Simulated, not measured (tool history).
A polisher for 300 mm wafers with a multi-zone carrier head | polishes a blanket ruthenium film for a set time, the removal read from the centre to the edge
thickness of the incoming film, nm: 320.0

run  hour  flow of slurry (ml/min)  pressure of the head's centre zone  pressure of the head's middle zone  pressure of the head's edge zone  polishing time (s)  film removed at the wafer's centre (Å)  film removed at mid-radius (Å)  film removed at the wafer's edge (Å)
  1   0.0                      260                                1.00                                1.00                              1.00                  73                                  746.65                          743.98                                751.17
  2   4.0                      280                                1.04                                0.98                              1.03                  73                                  785.72                          730.77                                759.51
  3   9.3                      280                                1.07                                0.98                              1.03                  73                                  820.45                          737.23                                753.93
  4  16.8                      290                                1.08                                0.96                              1.07                  74                                  819.34                          747.77                                790.16
  5  23.6                      290                                1.08                                0.96                              1.07                  88                                  986.30                          874.27                                934.77
  6  27.2                      275                                1.07                                0.92                              1.03                  87                                  961.27                          850.06                                901.30
  7  35.8                      270                                1.08                                0.88                              1.04                  85                                  952.12                          794.45                                889.46

Run 8 is up next; what results do you expect?
  8  39.5                      260                                1.07                                0.86                              1.02                  84                                       ?                               ?                                     ?

{"run 8": {"film removed at the wafer's centre (Å)": 924.94, "film removed at mid-radius (Å)": 775.25, "film removed at the wafer's edge (Å)": 874.17}}
